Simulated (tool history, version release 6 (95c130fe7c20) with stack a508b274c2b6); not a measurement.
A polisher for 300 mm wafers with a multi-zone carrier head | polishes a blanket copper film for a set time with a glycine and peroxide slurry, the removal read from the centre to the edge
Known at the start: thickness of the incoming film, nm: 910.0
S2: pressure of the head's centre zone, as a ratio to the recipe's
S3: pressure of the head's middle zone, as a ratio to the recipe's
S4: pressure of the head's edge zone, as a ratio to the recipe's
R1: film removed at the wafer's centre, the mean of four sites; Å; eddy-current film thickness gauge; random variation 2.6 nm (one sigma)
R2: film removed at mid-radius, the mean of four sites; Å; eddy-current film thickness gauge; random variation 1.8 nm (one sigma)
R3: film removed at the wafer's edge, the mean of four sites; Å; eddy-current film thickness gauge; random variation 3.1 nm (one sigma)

Run 1, day 0.000: flow of slurry (ml/min) 210, S2 1.00, S3 1.00, S4 1.00, polishing time (s) 42. Result: R1 1871.4 Å, R2 1942.3 Å, R3 1964.1 Å.
Run 2, day 0.125: flow of slurry (ml/min) 220, S2 0.99, S3 1.02, S4 1.03, polishing time (s) 42. Result: R1 1926.9 Å, R2 1994.7 Å, R3 1965.8 Å.
Run 3, day 0.404: flow of slurry (ml/min) 215, S2 0.96, S3 1.02, S4 1.04, polishing time (s) 43. Result: R1 1907.7 Å, R2 2026.9 Å, R3 2042.9 Å.
Run 4, day 0.612: flow of slurry (ml/min) 215, S2 0.96, S3 1.02, S4 1.04, polishing time (s) 49. Result: R1 2109.1 Å, R2 2322.4 Å, R3 2308.9 Å.
Run 5, day 0.925: flow of slurry (ml/min) 215, S2 0.96, S3 1.02, S4 0.96, polishing time (s) 49. Result: R1 2115.2 Å, R2 2339.5 Å, R3 2270.7 Å.
Run 6, day 1.075: flow of slurry (ml/min) 215, S2 1.04, S3 1.02, S4 0.96, polishing time (s) 49. Result: R1 2312.9 Å, R2 2318.3 Å, R3 2234.8 Å.
Run 7, day 1.221: flow of slurry (ml/min) 210, S2 1.01, S3 1.02, S4 0.96, polishing time (s) 49. Result: R1 2219.6 Å, R2 2341.1 Å, R3 2224.5 Å.

The next listed run, before its measurement:
Run 8, day 1.454: flow of slurry (ml/min) 205, S2 0.99, S3 1.02, S4 0.96, polishing time (s) 49. Result: R1 ?, R2 ?, R3 ?.

{"run 8": {"R1": 2185.9, "R2": 2288.7, "R3": 2228.0}}
